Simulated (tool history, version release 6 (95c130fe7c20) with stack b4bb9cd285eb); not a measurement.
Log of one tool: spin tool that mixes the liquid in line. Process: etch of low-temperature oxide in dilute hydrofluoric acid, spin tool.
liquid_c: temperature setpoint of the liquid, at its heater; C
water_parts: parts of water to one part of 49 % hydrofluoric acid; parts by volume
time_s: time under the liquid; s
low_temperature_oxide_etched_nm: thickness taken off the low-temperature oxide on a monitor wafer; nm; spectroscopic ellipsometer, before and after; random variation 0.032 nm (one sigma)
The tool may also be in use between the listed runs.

run    day  liquid_c  water_parts  time_s  low_temperature_oxide_etched_nm
  1  0.000        20          140      40                           8.1759
  2  0.121        20          140      40                           8.0948
  3  0.212        20          100      40                          11.7940
  4  0.379        17          100      40                          10.3410
  5  0.454        17          115      40                           8.9874
  6  0.517        17          145      40                           6.8833
  7  0.788        17          155      40                           6.4101
  8  1.121        17          165      40                           5.8920
  9  1.350        17          220      40                           4.2258
 10  1.679        17          225      40                           4.1197

The next listed run, before its measurement:
 11  1.779        17          250      40                                ?

Run 11 gave low_temperature_oxide_etched_nm 3.6023 nm.
